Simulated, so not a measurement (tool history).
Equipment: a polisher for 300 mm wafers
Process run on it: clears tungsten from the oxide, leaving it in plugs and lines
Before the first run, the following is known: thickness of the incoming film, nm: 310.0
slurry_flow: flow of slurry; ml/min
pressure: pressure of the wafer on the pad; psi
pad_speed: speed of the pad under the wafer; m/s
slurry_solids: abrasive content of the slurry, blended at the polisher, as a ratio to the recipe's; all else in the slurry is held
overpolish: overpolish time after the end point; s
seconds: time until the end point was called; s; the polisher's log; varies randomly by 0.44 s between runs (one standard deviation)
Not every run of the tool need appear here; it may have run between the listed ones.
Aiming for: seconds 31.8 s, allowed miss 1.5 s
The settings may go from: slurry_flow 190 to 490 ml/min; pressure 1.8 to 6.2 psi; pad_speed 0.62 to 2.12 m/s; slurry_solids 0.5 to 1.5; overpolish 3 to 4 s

run,hour,slurry_flow,pressure,pad_speed,slurry_solids,overpolish,seconds
1,0,315,4,1.36,1,4,54.328
2,7.8,315,4,1.36,1.1,4,52.485
3,10.8,315,4.2,1.36,1.1,4,48.616
4,13.3,315,4.4,1.36,1.1,4,46.992
5,14.2,315,4.4,1.36,1,4,47.89
6,16.6,315,4.6,1.36,1,4,46.392
7,22.6,315,4.8,1.36,1,4,43.612
8,25.7,315,4.9,1.36,1,4,43.564
9,32.9,315,5,1.36,1,4,43.587
10,39.2,315,5.1,1.38,1,4,41.256
11,43,315,5.2,1.38,1,4,41.483
12,46,315,5.3,1.4,1,4,39.457
13,52.4,315,5.4,1.4,1,4,38.667
14,56,315,5.5,1.4,1,4,38.209
15,61.5,315,5.6,1.4,1,4,38.19
16,67.8,315,5.7,1.42,1,4,35.956
17,72.6,315,5.8,1.42,1,4,36.11

Which one of the following 5 next-run settings gets every result inside its allowed miss? There is exactly one.
A,77.4,325,5.8,1.32,0.75,4,?
B,77.4,340,5.1,1.54,1,4,?
C,77.4,390,6.2,1.56,1.15,4,?
D,77.4,370,5,1.26,1.05,4,?
E,77.4,285,6.2,1.52,0.9,3,?

move,seconds
A,41.565
B,37.678
C,29.368
D,45.796
E,32.899
A: its largest miss is bigger than the last run's
B: its largest miss is bigger than the last run's
C: moves the result that the last run missed by most past its target, out the other side
D: its largest miss is bigger than the last run's
E: all results in spec
Correct choice: E, which meets every target

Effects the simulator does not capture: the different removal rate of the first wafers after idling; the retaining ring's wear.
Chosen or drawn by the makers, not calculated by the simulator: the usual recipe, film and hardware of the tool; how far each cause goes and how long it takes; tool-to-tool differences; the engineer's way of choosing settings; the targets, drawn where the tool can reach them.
